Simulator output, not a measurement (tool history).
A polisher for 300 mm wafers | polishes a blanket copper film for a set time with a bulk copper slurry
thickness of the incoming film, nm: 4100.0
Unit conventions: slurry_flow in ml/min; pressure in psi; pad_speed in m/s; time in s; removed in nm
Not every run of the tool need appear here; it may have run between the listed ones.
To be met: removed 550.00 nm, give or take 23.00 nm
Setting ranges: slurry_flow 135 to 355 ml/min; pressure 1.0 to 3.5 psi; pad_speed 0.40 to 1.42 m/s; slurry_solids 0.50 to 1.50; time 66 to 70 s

Run 1, hour 0.0: slurry_flow 225 ml/min, pressure 2.2 psi, pad_speed 0.90 m/s, slurry_solids 1.00, time 66 s. Result: removed 361.71 nm.
Run 2, hour 1.5: slurry_flow 185 ml/min, pressure 2.2 psi, pad_speed 0.90 m/s, slurry_solids 1.00, time 66 s. Result: removed 347.03 nm.
Run 3, hour 3.2: slurry_flow 200 ml/min, pressure 2.5 psi, pad_speed 0.90 m/s, slurry_solids 1.00, time 66 s. Result: removed 390.53 nm.
Run 4, hour 9.7: slurry_flow 210 ml/min, pressure 2.8 psi, pad_speed 0.90 m/s, slurry_solids 1.00, time 66 s. Result: removed 427.99 nm.
Run 5, hour 10.6: slurry_flow 215 ml/min, pressure 3.0 psi, pad_speed 0.90 m/s, slurry_solids 1.00, time 66 s. Result: removed 441.01 nm.
Run 6, hour 16.6: slurry_flow 215 ml/min, pressure 3.0 psi, pad_speed 0.80 m/s, slurry_solids 1.00, time 66 s. Result: removed 415.42 nm.
Run 7, hour 19.3: slurry_flow 215 ml/min, pressure 3.2 psi, pad_speed 0.84 m/s, slurry_solids 1.00, time 66 s. Result: removed 445.99 nm.
Run 8, hour 25.3: slurry_flow 215 ml/min, pressure 3.3 psi, pad_speed 0.88 m/s, slurry_solids 1.00, time 66 s. Result: removed 474.37 nm.
Run 9, hour 32.5: slurry_flow 215 ml/min, pressure 3.4 psi, pad_speed 0.92 m/s, slurry_solids 1.00, time 66 s. Result: removed 503.43 nm.
Run 10, hour 37.3: slurry_flow 215 ml/min, pressure 3.4 psi, pad_speed 0.94 m/s, slurry_solids 1.00, time 66 s. Result: removed 520.93 nm.

Consider the 4 candidate settings below. Which is the only one whose results all fall within their allowed miss of target?
Run A, hour 42.1: slurry_flow 215 ml/min, pressure 3.5 psi, pad_speed 1.00 m/s, slurry_solids 0.95, time 69 s. Result: removed ?.
Run B, hour 42.1: slurry_flow 210 ml/min, pressure 3.5 psi, pad_speed 0.92 m/s, slurry_solids 0.95, time 70 s. Result: removed ?.
Run C, hour 42.1: slurry_flow 300 ml/min, pressure 3.5 psi, pad_speed 0.98 m/s, slurry_solids 0.95, time 70 s. Result: removed ?.
Run D, hour 42.1: slurry_flow 200 ml/min, pressure 3.5 psi, pad_speed 1.10 m/s, slurry_solids 0.95, time 66 s. Result: removed ?.

move  removed
   A   587.75
   B   548.07
   C   607.27
   D   610.56
A: pushes the last run's worst result past its target
B: all results in spec
C: pushes the last run's worst result past its target
D: pushes the last run's worst result past its target
B is the move that brings every result within its allowed miss.
